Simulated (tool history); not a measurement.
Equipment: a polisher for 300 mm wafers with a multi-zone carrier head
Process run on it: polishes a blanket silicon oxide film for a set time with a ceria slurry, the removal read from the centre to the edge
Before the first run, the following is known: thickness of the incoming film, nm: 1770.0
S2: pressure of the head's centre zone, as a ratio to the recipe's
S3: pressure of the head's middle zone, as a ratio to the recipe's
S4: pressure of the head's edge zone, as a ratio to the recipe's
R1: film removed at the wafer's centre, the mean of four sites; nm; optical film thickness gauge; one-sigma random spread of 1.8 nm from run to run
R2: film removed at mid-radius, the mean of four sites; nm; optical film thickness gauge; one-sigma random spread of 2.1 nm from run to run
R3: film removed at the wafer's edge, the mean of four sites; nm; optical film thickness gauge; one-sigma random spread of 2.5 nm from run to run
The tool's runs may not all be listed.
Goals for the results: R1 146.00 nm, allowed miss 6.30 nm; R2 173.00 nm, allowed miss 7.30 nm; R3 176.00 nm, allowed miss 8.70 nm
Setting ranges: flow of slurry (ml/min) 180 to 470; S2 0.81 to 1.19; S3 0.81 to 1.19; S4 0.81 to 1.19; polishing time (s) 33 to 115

Run 1, day 0.000: flow of slurry (ml/min) 300, S2 1.00, S3 1.00, S4 1.00, polishing time (s) 73. Result: R1 311.67 nm, R2 309.85 nm, R3 319.32 nm.
Run 2, day 0.267: flow of slurry (ml/min) 300, S2 0.95, S3 1.00, S4 1.00, polishing time (s) 73. Result: R1 296.60 nm, R2 310.67 nm, R3 319.73 nm.
Run 3, day 0.417: flow of slurry (ml/min) 300, S2 0.95, S3 1.00, S4 1.00, polishing time (s) 59. Result: R1 244.20 nm, R2 254.13 nm, R3 256.37 nm.
Run 4, day 0.662: flow of slurry (ml/min) 285, S2 0.90, S3 1.00, S4 1.02, polishing time (s) 51. Result: R1 202.51 nm, R2 215.04 nm, R3 221.34 nm.
Run 5, day 0.721: flow of slurry (ml/min) 335, S2 0.90, S3 1.00, S4 1.02, polishing time (s) 51. Result: R1 205.97 nm, R2 223.14 nm, R3 231.48 nm.
Run 6, day 0.833: flow of slurry (ml/min) 335, S2 0.85, S3 1.00, S4 1.02, polishing time (s) 51. Result: R1 193.11 nm, R2 220.37 nm, R3 228.39 nm.
Run 7, day 0.962: flow of slurry (ml/min) 310, S2 0.81, S3 0.99, S4 0.97, polishing time (s) 33. Result: R1 118.37 nm, R2 140.82 nm, R3 146.57 nm.
Run 8, day 1.292: flow of slurry (ml/min) 395, S2 0.86, S3 1.06, S4 1.07, polishing time (s) 34. Result: R1 132.11 nm, R2 154.56 nm, R3 161.04 nm.
Run 9, day 1.454: flow of slurry (ml/min) 395, S2 0.86, S3 1.07, S4 1.07, polishing time (s) 36. Result: R1 139.36 nm, R2 161.83 nm, R3 161.48 nm.

5 next moves are on the table. One of them brings every result within its allowed miss. Which?
Run A, day 1.617: flow of slurry (ml/min) 395, S2 0.87, S3 1.11, S4 1.14, polishing time (s) 37. Result: R1 ?, R2 ?, R3 ?.
Run B, day 1.617: flow of slurry (ml/min) 365, S2 0.85, S3 1.01, S4 1.10, polishing time (s) 36. Result: R1 ?, R2 ?, R3 ?.
Run C, day 1.617: flow of slurry (ml/min) 330, S2 0.94, S3 1.00, S4 1.13, polishing time (s) 33. Result: R1 ?, R2 ?, R3 ?.
Run D, day 1.617: flow of slurry (ml/min) 380, S2 0.81, S3 1.09, S4 1.08, polishing time (s) 33. Result: R1 ?, R2 ?, R3 ?.
Run E, day 1.617: flow of slurry (ml/min) 345, S2 0.82, S3 0.93, S4 1.12, polishing time (s) 41. Result: R1 ?, R2 ?, R3 ?.

move      R1      R2      R3
   A  145.11  174.44  175.34
   B  137.46  159.97  166.84
   C  135.68  144.46  153.98
   D  121.58  153.56  151.81
   E  151.09  173.42  191.17
A: every result within its allowed miss
B: further off than the last run
C: further off than the last run
D: further off than the last run
E: moves the result that the last run missed by most past its target, out the other side
Correct choice: A, which meets every target
